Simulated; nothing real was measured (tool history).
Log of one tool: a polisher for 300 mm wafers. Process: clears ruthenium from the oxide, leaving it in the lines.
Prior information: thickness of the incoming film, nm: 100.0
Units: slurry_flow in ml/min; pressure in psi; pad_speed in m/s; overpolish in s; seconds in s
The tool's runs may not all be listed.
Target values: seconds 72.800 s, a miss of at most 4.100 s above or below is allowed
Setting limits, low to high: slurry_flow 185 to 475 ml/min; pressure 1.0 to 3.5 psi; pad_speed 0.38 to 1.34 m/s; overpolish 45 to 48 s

run	day	slurry_flow	pressure	pad_speed	overpolish	seconds
1	0.000	305	2.2	0.86	45	99.031
2	0.092	305	2.2	0.86	48	100.200
3	0.167	305	2.4	0.86	48	88.822
4	0.288	305	2.5	0.86	48	86.635
5	0.417	260	2.5	0.86	48	87.294
6	0.521	260	2.5	0.86	45	84.792
7	0.725	260	2.6	0.86	45	86.179
8	1.067	260	2.7	0.86	45	81.033
9	1.104	260	2.7	0.86	45	78.845
10	1.471	260	2.8	0.86	45	78.066

Exercise: of the 4 proposed moves below, exactly one satisfies all targets within the stated allowed misses. Which move is it?
A	1.838	250	2.4	0.94	48	?
B	1.838	375	2.4	0.86	47	?
C	1.838	265	3.2	0.80	45	?
D	1.838	275	2.6	0.84	48	?

move	seconds
A	87.553
B	89.581
C	72.962
D	86.332
A: lands further from the targets than the last run did
B: lands further from the targets than the last run did
C: every result within its allowed miss
D: lands further from the targets than the last run did
The move that meets every target is C.
